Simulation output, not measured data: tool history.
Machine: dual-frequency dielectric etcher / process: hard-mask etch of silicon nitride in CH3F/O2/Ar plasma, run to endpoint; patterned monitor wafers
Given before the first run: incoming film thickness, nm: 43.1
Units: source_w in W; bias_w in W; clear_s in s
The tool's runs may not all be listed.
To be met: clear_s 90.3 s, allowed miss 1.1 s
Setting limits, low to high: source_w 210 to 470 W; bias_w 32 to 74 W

Run 1, hour 0: source_w 340 W, bias_w 53 W. Result: clear_s 72.672 s.
Run 2, hour 7.3: source_w 310 W, bias_w 50 W. Result: clear_s 76.368 s.
Run 3, hour 9.2: source_w 290 W, bias_w 50 W. Result: clear_s 77.989 s.
Run 4, hour 17.4: source_w 290 W, bias_w 47 W. Result: clear_s 80.167 s.
Run 5, hour 21: source_w 290 W, bias_w 52 W. Result: clear_s 77.278 s.
Run 6, hour 28.1: source_w 330 W, bias_w 52 W. Result: clear_s 73.281 s.
Run 7, hour 30: source_w 300 W, bias_w 50 W. Result: clear_s 76.972 s.
Run 8, hour 32.2: source_w 280 W, bias_w 47 W. Result: clear_s 80.9 s.
Run 9, hour 33: source_w 260 W, bias_w 46 W. Result: clear_s 84.433 s.
Run 10, hour 38: source_w 260 W, bias_w 46 W. Result: clear_s 84.066 s.
Run 11, hour 43.9: source_w 250 W, bias_w 46 W. Result: clear_s 85.467 s.
Run 12, hour 47.5: source_w 240 W, bias_w 46 W. Result: clear_s 86.678 s.
Run 13, hour 54.3: source_w 230 W, bias_w 46 W. Result: clear_s 88.732 s.

Pick the move, out of 5, that brings all results within their allowed miss; only one does.
Run A, hour 61.1: source_w 220 W, bias_w 51 W. Result: clear_s ?.
Run B, hour 61.1: source_w 260 W, bias_w 41 W. Result: clear_s ?.
Run C, hour 61.1: source_w 240 W, bias_w 46 W. Result: clear_s ?.
Run D, hour 61.1: source_w 240 W, bias_w 45 W. Result: clear_s ?.
Run E, hour 61.1: source_w 220 W, bias_w 46 W. Result: clear_s ?.

move  clear_s
   A   86.951
   B   86.935
   C   86.726
   D   87.318
   E   89.847
A: moves away from the targets compared with the last run
B: moves away from the targets compared with the last run
C: moves away from the targets compared with the last run
D: moves away from the targets compared with the last run
E: each result inside its tolerance
Go with E: it meets all targets.
